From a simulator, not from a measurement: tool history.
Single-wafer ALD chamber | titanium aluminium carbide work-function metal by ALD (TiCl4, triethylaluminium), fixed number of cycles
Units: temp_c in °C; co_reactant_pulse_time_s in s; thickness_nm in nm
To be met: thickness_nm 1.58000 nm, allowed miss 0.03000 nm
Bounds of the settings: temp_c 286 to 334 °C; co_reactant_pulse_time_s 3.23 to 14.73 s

| run | day | temp_c | co_reactant_pulse_time_s | thickness_nm |
|---|---|---|---|---|
| 1 | 0.000 | 310 | 8.98 | 1.98100 |
| 2 | 0.367 | 307 | 8.18 | 1.92700 |
| 3 | 0.496 | 307 | 10.07 | 1.99910 |
| 4 | 0.554 | 304 | 9.12 | 1.93590 |
| 5 | 0.917 | 304 | 10.04 | 1.96050 |
| 6 | 1.275 | 304 | 7.84 | 1.86810 |
| 7 | 1.588 | 302 | 7.40 | 1.78740 |
| 8 | 1.675 | 300 | 7.34 | 1.77420 |
| 9 | 1.996 | 298 | 7.22 | 1.74650 |
| 10 | 2.288 | 286 | 4.36 | 0.94697 |
| 11 | 2.379 | 289 | 4.37 | 0.96284 |
| 12 | 2.592 | 293 | 4.38 | 0.98937 |
| 13 | 2.950 | 298 | 4.54 | 1.08720 |
| 14 | 3.012 | 310 | 5.26 | 1.42470 |
| 15 | 3.142 | 311 | 5.27 | 1.45750 |
| 16 | 3.229 | 323 | 6.22 | 1.76470 |
| 17 | 3.592 | 321 | 6.20 | 1.75060 |
| 18 | 3.938 | 320 | 6.18 | 1.75140 |
| 19 | 4.092 | 319 | 6.17 | 1.73190 |
| 20 | 4.462 | 318 | 6.16 | 1.72440 |

5 next moves are on the table. One of them brings every result within its allowed miss. Which?
| A | 4.833 | 317 | 5.87 | ? |
| B | 4.833 | 313 | 6.00 | ? |
| C | 4.833 | 311 | 6.15 | ? |
| D | 4.833 | 311 | 5.71 | ? |
| E | 4.833 | 318 | 6.88 | ? |

| move | thickness_nm |
|---|---|
| A | 1.65340 |
| B | 1.65770 |
| C | 1.67710 |
| D | 1.57300 |
| E | 1.85710 |
A: nearer than the last run, and not there yet
B: nearer than the last run, and not there yet
C: nearer than the last run, and not there yet
D: meets every target
E: further off than the last run
Answer: D
